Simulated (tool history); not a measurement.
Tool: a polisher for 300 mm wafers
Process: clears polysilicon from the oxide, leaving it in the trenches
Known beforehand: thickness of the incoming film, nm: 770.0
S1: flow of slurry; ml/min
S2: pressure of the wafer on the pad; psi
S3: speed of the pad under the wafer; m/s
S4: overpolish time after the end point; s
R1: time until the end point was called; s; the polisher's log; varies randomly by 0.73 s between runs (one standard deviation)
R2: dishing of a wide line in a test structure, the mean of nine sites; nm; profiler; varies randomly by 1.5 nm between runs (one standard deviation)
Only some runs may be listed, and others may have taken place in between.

Run 1, hour 0: S1 250 ml/min, S2 1.9 psi, S3 0.84 m/s, S4 21 s. Result: R1 76.396 s, R2 68.994 nm.
Run 2, hour 6: S1 250 ml/min, S2 1.9 psi, S3 0.68 m/s, S4 21 s. Result: R1 93.417 s, R2 64.419 nm.
Run 3, hour 8.8: S1 250 ml/min, S2 1.9 psi, S3 0.52 m/s, S4 21 s. Result: R1 118.76 s, R2 60.661 nm.
Run 4, hour 16.4: S1 250 ml/min, S2 2.2 psi, S3 0.52 m/s, S4 21 s. Result: R1 103.71 s, R2 64.787 nm.
Run 5, hour 20.1: S1 250 ml/min, S2 2.2 psi, S3 0.64 m/s, S4 21 s. Result: R1 88.675 s, R2 65.434 nm.
Run 6, hour 24.4: S1 250 ml/min, S2 2.4 psi, S3 0.68 m/s, S4 21 s. Result: R1 75.657 s, R2 68.31 nm.

Expected results for the next run?
Run 7, hour 30.5: S1 250 ml/min, S2 2.5 psi, S3 0.7 m/s, S4 20 s. Result: R1 ?, R2 ?.

R1: 71.248 s
R2: 68.316 nm

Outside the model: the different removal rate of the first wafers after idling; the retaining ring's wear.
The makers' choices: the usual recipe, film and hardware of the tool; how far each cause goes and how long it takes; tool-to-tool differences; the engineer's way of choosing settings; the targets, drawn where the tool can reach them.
